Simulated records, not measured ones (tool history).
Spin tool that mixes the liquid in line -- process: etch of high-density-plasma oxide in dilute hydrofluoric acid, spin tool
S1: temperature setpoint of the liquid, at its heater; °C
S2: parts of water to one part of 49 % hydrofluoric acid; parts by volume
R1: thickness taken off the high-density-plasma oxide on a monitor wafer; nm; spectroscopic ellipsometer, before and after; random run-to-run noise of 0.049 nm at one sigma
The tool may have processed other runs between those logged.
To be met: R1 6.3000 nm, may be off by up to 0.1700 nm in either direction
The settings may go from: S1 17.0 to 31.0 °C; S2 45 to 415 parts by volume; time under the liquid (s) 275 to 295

run 1 hour=0.0 | S1=23.0 S2=230 time_under_the_liquid_(s)=275 | R1=5.2684
run 2 hour=1.1 | S1=23.0 S2=265 time_under_the_liquid_(s)=275 | R1=4.3765
run 3 hour=4.0 | S1=23.0 S2=325 time_under_the_liquid_(s)=275 | R1=3.3531
run 4 hour=11.0 | S1=25.5 S2=300 time_under_the_liquid_(s)=275 | R1=4.0878
run 5 hour=17.0 | S1=22.0 S2=300 time_under_the_liquid_(s)=275 | R1=3.6559
run 6 hour=19.1 | S1=19.5 S2=300 time_under_the_liquid_(s)=275 | R1=3.3806
run 7 hour=27.2 | S1=23.5 S2=235 time_under_the_liquid_(s)=275 | R1=5.1957
run 8 hour=35.8 | S1=25.0 S2=235 time_under_the_liquid_(s)=275 | R1=5.4705
run 9 hour=39.4 | S1=26.0 S2=235 time_under_the_liquid_(s)=275 | R1=5.7547
run 10 hour=42.6 | S1=26.5 S2=235 time_under_the_liquid_(s)=275 | R1=5.8116
run 11 hour=46.0 | S1=27.0 S2=235 time_under_the_liquid_(s)=275 | R1=5.9825
run 12 hour=48.1 | S1=27.5 S2=235 time_under_the_liquid_(s)=275 | R1=6.0087
run 13 hour=51.0 | S1=28.0 S2=235 time_under_the_liquid_(s)=275 | R1=6.0161

Below are 5 possible settings for the next run. Only one of them brings all results inside the allowed miss of their targets. Which is it?
run A hour=53.9 | S1=26.5 S2=230 time_under_the_liquid_(s)=275 | R1=?
run B hour=53.9 | S1=24.0 S2=215 time_under_the_liquid_(s)=275 | R1=?
run C hour=53.9 | S1=28.0 S2=240 time_under_the_liquid_(s)=275 | R1=?
run D hour=53.9 | S1=26.0 S2=215 time_under_the_liquid_(s)=275 | R1=?
run E hour=53.9 | S1=27.5 S2=240 time_under_the_liquid_(s)=275 | R1=?

move=A R1=5.8998
move=B R1=5.8637
move=C R1=5.8911
move=D R1=6.3038
move=E R1=5.7904
A: further off than the last run
B: further off than the last run
C: further off than the last run
D: each result inside its tolerance
E: further off than the last run
The right move is D.

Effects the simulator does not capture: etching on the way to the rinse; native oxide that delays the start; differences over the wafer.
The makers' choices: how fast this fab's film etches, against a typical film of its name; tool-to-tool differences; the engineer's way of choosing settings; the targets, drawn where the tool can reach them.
